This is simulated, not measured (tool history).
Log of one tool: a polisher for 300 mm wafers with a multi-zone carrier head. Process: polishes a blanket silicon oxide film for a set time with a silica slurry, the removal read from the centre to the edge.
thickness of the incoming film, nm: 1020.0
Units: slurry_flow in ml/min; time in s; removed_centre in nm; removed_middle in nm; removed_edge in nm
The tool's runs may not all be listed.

{"run": 1, "hour": 0.0, "slurry_flow": 305, "centre_zone": 1.0, "middle_zone": 1.0, "edge_zone": 1.0, "slurry_solids": 1.0, "time": 72, "removed_centre": 181.91, "removed_middle": 180.07, "removed_edge": 175.33}
{"run": 2, "hour": 8.7, "slurry_flow": 305, "centre_zone": 1.0, "middle_zone": 1.0, "edge_zone": 1.0, "slurry_solids": 1.0, "time": 86, "removed_centre": 218.4, "removed_middle": 216.91, "removed_edge": 209.51}
{"run": 3, "hour": 9.5, "slurry_flow": 305, "centre_zone": 1.0, "middle_zone": 1.0, "edge_zone": 1.05, "slurry_solids": 1.0, "time": 86, "removed_centre": 216.44, "removed_middle": 220.12, "removed_edge": 219.21}
{"run": 4, "hour": 18.0, "slurry_flow": 300, "centre_zone": 0.97, "middle_zone": 0.97, "edge_zone": 1.04, "slurry_solids": 0.95, "time": 86, "removed_centre": 206.04, "removed_middle": 206.13, "removed_edge": 208.59}
{"run": 5, "hour": 23.6, "slurry_flow": 300, "centre_zone": 0.97, "middle_zone": 0.97, "edge_zone": 1.04, "slurry_solids": 0.85, "time": 86, "removed_centre": 195.73, "removed_middle": 194.44, "removed_edge": 203.46}
{"run": 6, "hour": 31.5, "slurry_flow": 300, "centre_zone": 0.97, "middle_zone": 0.97, "edge_zone": 1.04, "slurry_solids": 0.85, "time": 75, "removed_centre": 171.39, "removed_middle": 169.05, "removed_edge": 173.3}

Forecast run 7:
{"run": 7, "hour": 35.8, "slurry_flow": 295, "centre_zone": 0.96, "middle_zone": 0.96, "edge_zone": 1.06, "slurry_solids": 0.85, "time": 75, "removed_centre": "?", "removed_middle": "?", "removed_edge": "?"}

{"run 7": {"removed_centre": 167.53, "removed_middle": 169.76, "removed_edge": 177.2}}
